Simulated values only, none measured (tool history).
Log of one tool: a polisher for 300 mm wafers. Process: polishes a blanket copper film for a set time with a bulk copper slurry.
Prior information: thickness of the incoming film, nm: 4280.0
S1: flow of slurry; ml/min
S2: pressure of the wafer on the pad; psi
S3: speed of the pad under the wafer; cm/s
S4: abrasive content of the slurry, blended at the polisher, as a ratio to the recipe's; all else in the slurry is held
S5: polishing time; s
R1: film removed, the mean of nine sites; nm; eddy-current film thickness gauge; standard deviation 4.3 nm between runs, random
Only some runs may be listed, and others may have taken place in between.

run 1 hour=0 | S1=270 S2=3.2 S3=122 S4=1 S5=66 | R1=927.64
run 2 hour=3.1 | S1=270 S2=3 S3=122 S4=1 S5=66 | R1=875.79
run 3 hour=6.4 | S1=270 S2=2.8 S3=122 S4=1 S5=66 | R1=838.5
run 4 hour=7.6 | S1=270 S2=2.6 S3=122 S4=1 S5=66 | R1=796.21
run 5 hour=15.6 | S1=270 S2=2.4 S3=122 S4=1 S5=66 | R1=766.28
run 6 hour=21.7 | S1=325 S2=2.4 S3=122 S4=1 S5=66 | R1=767.26
run 7 hour=25.5 | S1=325 S2=2.3 S3=120 S4=1 S5=66 | R1=736.96
run 8 hour=32.4 | S1=310 S2=1.4 S3=118 S4=1 S5=66 | R1=535.19

Run 9, settings as shown, results not yet in. Your forecast:
run 9 hour=33.6 | S1=325 S2=1.6 S3=118 S4=1 S5=66 | R1=?

Logged for run 9: R1 585.74 nm.
